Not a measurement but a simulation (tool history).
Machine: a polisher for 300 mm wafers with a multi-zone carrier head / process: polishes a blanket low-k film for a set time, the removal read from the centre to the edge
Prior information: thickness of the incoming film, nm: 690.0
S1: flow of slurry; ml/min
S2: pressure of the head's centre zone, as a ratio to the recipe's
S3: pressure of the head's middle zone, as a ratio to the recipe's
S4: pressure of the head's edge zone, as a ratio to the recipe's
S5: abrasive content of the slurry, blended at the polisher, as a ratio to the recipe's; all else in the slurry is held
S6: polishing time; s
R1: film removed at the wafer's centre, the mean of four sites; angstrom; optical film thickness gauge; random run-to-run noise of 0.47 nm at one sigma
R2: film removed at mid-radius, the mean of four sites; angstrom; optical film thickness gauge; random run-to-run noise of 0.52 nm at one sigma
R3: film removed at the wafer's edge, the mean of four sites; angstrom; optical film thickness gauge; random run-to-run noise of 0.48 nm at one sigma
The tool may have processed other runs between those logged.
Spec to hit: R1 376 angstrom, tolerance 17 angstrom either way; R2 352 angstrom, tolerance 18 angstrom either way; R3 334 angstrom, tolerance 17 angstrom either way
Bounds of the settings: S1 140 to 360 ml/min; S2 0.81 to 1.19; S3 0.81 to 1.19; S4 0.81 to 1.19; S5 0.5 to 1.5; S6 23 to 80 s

| run | hour | S1 | S2 | S3 | S4 | S5 | S6 | R1 | R2 | R3 |
|---|---|---|---|---|---|---|---|---|---|---|
| 1 | 0 | 230 | 1 | 1 | 1 | 1 | 51 | 237.52 | 237.45 | 231.85 |
| 2 | 3.6 | 235 | 1.04 | 1.02 | 1.02 | 1.15 | 53 | 278.4 | 270.26 | 266.28 |
| 3 | 10.5 | 235 | 1.04 | 1.02 | 1.07 | 1.15 | 53 | 283.31 | 274.66 | 263.05 |
| 4 | 14.5 | 240 | 1.06 | 1.03 | 1.08 | 1.25 | 54 | 293.24 | 289.38 | 280.88 |
| 5 | 17.3 | 240 | 0.98 | 1.03 | 1.08 | 1.25 | 54 | 282.22 | 286.06 | 285.05 |
| 6 | 18.1 | 245 | 1.04 | 1.04 | 1.08 | 1.35 | 55 | 310.84 | 304.48 | 308.11 |
| 7 | 24.4 | 250 | 1.09 | 1.06 | 1.09 | 1.35 | 56 | 320.48 | 323.24 | 303.73 |
| 8 | 26.4 | 250 | 1.12 | 1.05 | 1.09 | 1.4 | 57 | 342.53 | 316.57 | 316.3 |
| 9 | 28.9 | 255 | 1.14 | 1.07 | 1.09 | 1.45 | 58 | 355.62 | 339.38 | 318.1 |

Next run, 5 choices. One meets every target within its allowed miss, the rest don't. Which?
| A | 31.4 | 345 | 1.14 | 0.82 | 1.1 | 1.5 | 64 | ? | ? | ? |
| B | 31.4 | 215 | 1.04 | 1.08 | 1.06 | 1.3 | 59 | ? | ? | ? |
| C | 31.4 | 270 | 1.15 | 1.07 | 1.07 | 1.5 | 59 | ? | ? | ? |
| D | 31.4 | 195 | 1.08 | 1.12 | 1.17 | 1.45 | 58 | ? | ? | ? |
| E | 31.4 | 210 | 1.05 | 0.96 | 1.11 | 1.5 | 66 | ? | ? | ? |

| move | R1 | R2 | R3 |
|---|---|---|---|
| A | 407.53 | 326.43 | 379.81 |
| B | 312.77 | 341.29 | 312.97 |
| C | 369.2 | 366.91 | 338.4 |
| D | 325 | 355.17 | 331.33 |
| E | 369.92 | 362.92 | 376.33 |
A: takes the result that was furthest off past its target
B: its largest miss is bigger than the last run's
C: all results in spec
D: its largest miss is bigger than the last run's
E: the furthest-off result lands on target, but another misses its tolerance
Go with C: it meets all targets.

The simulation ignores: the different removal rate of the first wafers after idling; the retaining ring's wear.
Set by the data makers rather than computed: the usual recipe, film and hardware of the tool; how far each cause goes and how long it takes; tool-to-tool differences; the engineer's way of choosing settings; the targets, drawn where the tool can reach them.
